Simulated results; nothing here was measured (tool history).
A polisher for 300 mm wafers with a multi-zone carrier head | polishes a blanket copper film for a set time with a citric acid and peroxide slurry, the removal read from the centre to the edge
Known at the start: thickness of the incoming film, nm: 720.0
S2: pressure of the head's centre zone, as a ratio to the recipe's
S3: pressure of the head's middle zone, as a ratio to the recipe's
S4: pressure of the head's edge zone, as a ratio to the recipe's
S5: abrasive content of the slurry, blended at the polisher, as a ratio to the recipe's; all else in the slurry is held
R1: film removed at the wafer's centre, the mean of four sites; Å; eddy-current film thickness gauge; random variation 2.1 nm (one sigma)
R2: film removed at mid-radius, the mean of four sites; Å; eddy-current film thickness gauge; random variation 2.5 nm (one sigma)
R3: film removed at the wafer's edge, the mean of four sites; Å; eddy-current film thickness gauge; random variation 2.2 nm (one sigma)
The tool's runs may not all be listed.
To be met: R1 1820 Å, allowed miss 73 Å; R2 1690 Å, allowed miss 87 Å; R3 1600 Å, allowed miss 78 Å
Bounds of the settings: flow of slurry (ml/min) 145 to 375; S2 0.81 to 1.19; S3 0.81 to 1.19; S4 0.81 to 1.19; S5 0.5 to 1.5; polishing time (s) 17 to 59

{"run": 1, "day": 0.0, "flow of slurry (ml/min)": 240, "S2": 1, "S3": 1, "S4": 1, "S5": 1, "polishing time (s)": 38, "R1": 1496.7, "R2": 1536.1, "R3": 1478.4}
{"run": 2, "day": 0.029, "flow of slurry (ml/min)": 240, "S2": 0.96, "S3": 1, "S4": 1, "S5": 1, "polishing time (s)": 38, "R1": 1451, "R2": 1529.2, "R3": 1527.7}
{"run": 3, "day": 0.333, "flow of slurry (ml/min)": 245, "S2": 0.99, "S3": 1, "S4": 1.01, "S5": 1.05, "polishing time (s)": 38, "R1": 1513.9, "R2": 1564.5, "R3": 1541.1}
{"run": 4, "day": 0.692, "flow of slurry (ml/min)": 245, "S2": 0.99, "S3": 1, "S4": 1.01, "S5": 0.95, "polishing time (s)": 38, "R1": 1470.6, "R2": 1490.4, "R3": 1446.8}
{"run": 5, "day": 0.85, "flow of slurry (ml/min)": 250, "S2": 1.02, "S3": 1, "S4": 1.01, "S5": 1, "polishing time (s)": 38, "R1": 1553.9, "R2": 1546.8, "R3": 1521.5}
{"run": 6, "day": 1.2, "flow of slurry (ml/min)": 250, "S2": 1.02, "S3": 1, "S4": 1.01, "S5": 1.1, "polishing time (s)": 38, "R1": 1559.9, "R2": 1551.6, "R3": 1542.3}
{"run": 7, "day": 1.388, "flow of slurry (ml/min)": 255, "S2": 1.05, "S3": 1.01, "S4": 1.01, "S5": 1.15, "polishing time (s)": 38, "R1": 1625.4, "R2": 1583.9, "R3": 1608.7}
{"run": 8, "day": 1.488, "flow of slurry (ml/min)": 260, "S2": 1.07, "S3": 1.03, "S4": 1, "S5": 1.15, "polishing time (s)": 38, "R1": 1675, "R2": 1590.8, "R3": 1547.2}
{"run": 9, "day": 1.538, "flow of slurry (ml/min)": 265, "S2": 1.08, "S3": 1.04, "S4": 1, "S5": 1.15, "polishing time (s)": 38, "R1": 1720.3, "R2": 1640, "R3": 1564.1}

5 next moves are on the table. One of them brings every result within its allowed miss. Which?
{"run": "A", "day": 1.588, "flow of slurry (ml/min)": 250, "S2": 1.02, "S3": 1.13, "S4": 0.98, "S5": 1.25, "polishing time (s)": 42, "R1": "?", "R2": "?", "R3": "?"}
{"run": "B", "day": 1.588, "flow of slurry (ml/min)": 305, "S2": 1.12, "S3": 1.04, "S4": 1.02, "S5": 1.1, "polishing time (s)": 39, "R1": "?", "R2": "?", "R3": "?"}
{"run": "C", "day": 1.588, "flow of slurry (ml/min)": 325, "S2": 1.02, "S3": 1.07, "S4": 1.01, "S5": 1.1, "polishing time (s)": 38, "R1": "?", "R2": "?", "R3": "?"}
{"run": "D", "day": 1.588, "flow of slurry (ml/min)": 155, "S2": 1.01, "S3": 1.05, "S4": 0.99, "S5": 1.3, "polishing time (s)": 41, "R1": "?", "R2": "?", "R3": "?"}
{"run": "E", "day": 1.588, "flow of slurry (ml/min)": 295, "S2": 1.1, "S3": 1.01, "S4": 1.02, "S5": 1.1, "polishing time (s)": 37, "R1": "?", "R2": "?", "R3": "?"}

move=A R1=1790.7 R2=2003.1 R3=1718.3
move=B R1=1818.5 R2=1720.5 R3=1601.6
move=C R1=1624 R2=1729.1 R3=1561.6
move=D R1=1593.1 R2=1707.7 R3=1601.6
move=E R1=1687.5 R2=1587 R3=1516.1
A: brings the result that was furthest off to its target, and leaves another outside
B: meets every target
C: further off than the last run
D: further off than the last run
E: further off than the last run
The right move is B.
